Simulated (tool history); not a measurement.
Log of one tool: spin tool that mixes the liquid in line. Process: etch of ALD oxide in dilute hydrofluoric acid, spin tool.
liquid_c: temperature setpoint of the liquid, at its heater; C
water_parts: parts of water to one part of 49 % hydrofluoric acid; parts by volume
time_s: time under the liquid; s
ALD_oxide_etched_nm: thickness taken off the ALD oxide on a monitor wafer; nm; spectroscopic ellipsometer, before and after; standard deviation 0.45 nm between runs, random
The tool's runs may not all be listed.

run	hour	liquid_c	water_parts	time_s	ALD_oxide_etched_nm
1	0.0	21.0	90	290	66.660
2	4.9	21.0	115	290	50.976
3	10.2	20.5	115	290	49.788
4	11.9	20.5	115	290	49.776
5	17.3	20.5	135	290	41.770
6	21.6	21.0	135	290	42.630
7	27.5	21.5	135	290	44.369

Estimate the outcome of run 8 from the log above:
8	33.7	22.0	135	290	?

{"run 8": {"ALD_oxide_etched_nm": 43.857}}

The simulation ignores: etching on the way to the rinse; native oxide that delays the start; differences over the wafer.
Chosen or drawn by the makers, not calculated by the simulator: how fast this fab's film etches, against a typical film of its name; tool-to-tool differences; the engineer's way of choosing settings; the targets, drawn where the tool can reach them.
